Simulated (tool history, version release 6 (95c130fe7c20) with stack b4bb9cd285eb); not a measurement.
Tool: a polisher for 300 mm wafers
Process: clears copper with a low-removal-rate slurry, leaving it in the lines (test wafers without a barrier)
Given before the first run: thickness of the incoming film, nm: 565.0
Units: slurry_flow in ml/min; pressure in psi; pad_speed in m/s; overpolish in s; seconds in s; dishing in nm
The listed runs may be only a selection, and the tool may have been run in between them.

{"run": 1, "hour": 0.0, "slurry_flow": 145, "pressure": 3.3, "pad_speed": 1.08, "slurry_solids": 1.0, "overpolish": 8, "seconds": 172.09, "dishing": 18.718}
{"run": 2, "hour": 2.6, "slurry_flow": 145, "pressure": 3.3, "pad_speed": 1.36, "slurry_solids": 1.0, "overpolish": 8, "seconds": 140.52, "dishing": 23.406}
{"run": 3, "hour": 6.6, "slurry_flow": 145, "pressure": 3.3, "pad_speed": 1.36, "slurry_solids": 1.1, "overpolish": 8, "seconds": 136.02, "dishing": 23.192}
{"run": 4, "hour": 8.8, "slurry_flow": 150, "pressure": 3.3, "pad_speed": 1.36, "slurry_solids": 1.1, "overpolish": 7, "seconds": 137.47, "dishing": 21.208}
{"run": 5, "hour": 13.8, "slurry_flow": 150, "pressure": 3.4, "pad_speed": 1.36, "slurry_solids": 1.15, "overpolish": 6, "seconds": 126.52, "dishing": 19.021}
{"run": 6, "hour": 19.4, "slurry_flow": 150, "pressure": 3.4, "pad_speed": 1.36, "slurry_solids": 1.15, "overpolish": 9, "seconds": 126.92, "dishing": 26.388}
{"run": 7, "hour": 25.2, "slurry_flow": 150, "pressure": 3.4, "pad_speed": 1.36, "slurry_solids": 1.15, "overpolish": 9, "seconds": 126.5, "dishing": 27.678}
{"run": 8, "hour": 27.1, "slurry_flow": 155, "pressure": 3.4, "pad_speed": 1.34, "slurry_solids": 1.2, "overpolish": 8, "seconds": 131.88, "dishing": 24.678}
{"run": 9, "hour": 32.1, "slurry_flow": 150, "pressure": 3.5, "pad_speed": 1.34, "slurry_solids": 1.2, "overpolish": 7, "seconds": 125.08, "dishing": 22.143}

Forecast run 10:
{"run": 10, "hour": 37.6, "slurry_flow": 155, "pressure": 3.8, "pad_speed": 1.32, "slurry_solids": 1.2, "overpolish": 3, "seconds": "?", "dishing": "?"}

Run 10 measured seconds 120.82 s, dishing 10.552 nm.
